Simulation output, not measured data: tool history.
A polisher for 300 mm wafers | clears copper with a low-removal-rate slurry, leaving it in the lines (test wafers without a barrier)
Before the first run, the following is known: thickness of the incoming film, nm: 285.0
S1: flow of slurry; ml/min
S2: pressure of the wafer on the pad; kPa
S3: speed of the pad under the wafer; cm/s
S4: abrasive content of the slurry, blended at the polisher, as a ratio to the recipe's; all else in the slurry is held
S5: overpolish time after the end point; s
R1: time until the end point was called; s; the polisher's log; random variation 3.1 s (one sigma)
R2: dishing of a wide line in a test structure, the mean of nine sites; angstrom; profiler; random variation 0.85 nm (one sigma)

{"run": 1, "hour": 0.0, "S1": 225, "S2": 27.6, "S3": 90, "S4": 1.0, "S5": 26, "R1": 66.854, "R2": 503.53}
{"run": 2, "hour": 8.1, "S1": 225, "S2": 24.1, "S3": 82, "S4": 1.0, "S5": 27, "R1": 82.402, "R2": 472.03}
{"run": 3, "hour": 13.7, "S1": 225, "S2": 24.1, "S3": 82, "S4": 1.0, "S5": 18, "R1": 79.567, "R2": 358.2}
{"run": 4, "hour": 19.7, "S1": 225, "S2": 21.4, "S3": 76, "S4": 1.0, "S5": 21, "R1": 96.381, "R2": 360.55}
{"run": 5, "hour": 22.5, "S1": 225, "S2": 19.3, "S3": 72, "S4": 1.0, "S5": 23, "R1": 111.32, "R2": 358.08}
{"run": 6, "hour": 27.5, "S1": 225, "S2": 17.9, "S3": 70, "S4": 1.0, "S5": 24, "R1": 121.24, "R2": 324.25}

Run 7, settings as shown, results not yet in. Your forecast:
{"run": 7, "hour": 34.8, "S1": 225, "S2": 16.5, "S3": 68, "S4": 1.0, "S5": 27, "R1": "?", "R2": "?"}

Run 7 produced R1 136.600 s, R2 335.43 angstrom.
